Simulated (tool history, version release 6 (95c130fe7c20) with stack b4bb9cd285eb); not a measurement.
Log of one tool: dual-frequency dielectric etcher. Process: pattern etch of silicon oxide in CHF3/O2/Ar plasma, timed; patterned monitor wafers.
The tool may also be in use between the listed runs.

run  hour  source power (kW)  bias power (kW)  etch time (s)  mean etch depth across the wafer (angstrom)
  1   0.0              0.780            0.212          396.0                                       8723.3
  2   4.9              0.780            0.212          415.0                                       9129.1
  3   5.4              0.780            0.190          415.0                                       8768.9
  4   8.5              0.780            0.205          415.0                                       9019.6
  5  13.1              0.750            0.197          414.0                                       8638.7
  6  18.8              0.720            0.193          414.0                                       8376.9
  7  22.4              0.690            0.190          414.0                                       8221.9
  8  27.0              0.670            0.186          414.0                                       8022.1
  9  28.1              0.670            0.186          414.0                                       8040.6
 10  28.9              0.650            0.183          414.0                                       7818.7
 11  37.8              0.490            0.144          411.5                                       6096.8
 12  42.1              0.500            0.144          411.5                                       6112.9
 13  46.0              0.510            0.144          411.5                                       6233.0

Run 14 comes next. What will it give?
 14  49.7              0.520            0.144          411.5                                            ?

Run 14 gave mean etch depth across the wafer (angstrom) 6256.5.

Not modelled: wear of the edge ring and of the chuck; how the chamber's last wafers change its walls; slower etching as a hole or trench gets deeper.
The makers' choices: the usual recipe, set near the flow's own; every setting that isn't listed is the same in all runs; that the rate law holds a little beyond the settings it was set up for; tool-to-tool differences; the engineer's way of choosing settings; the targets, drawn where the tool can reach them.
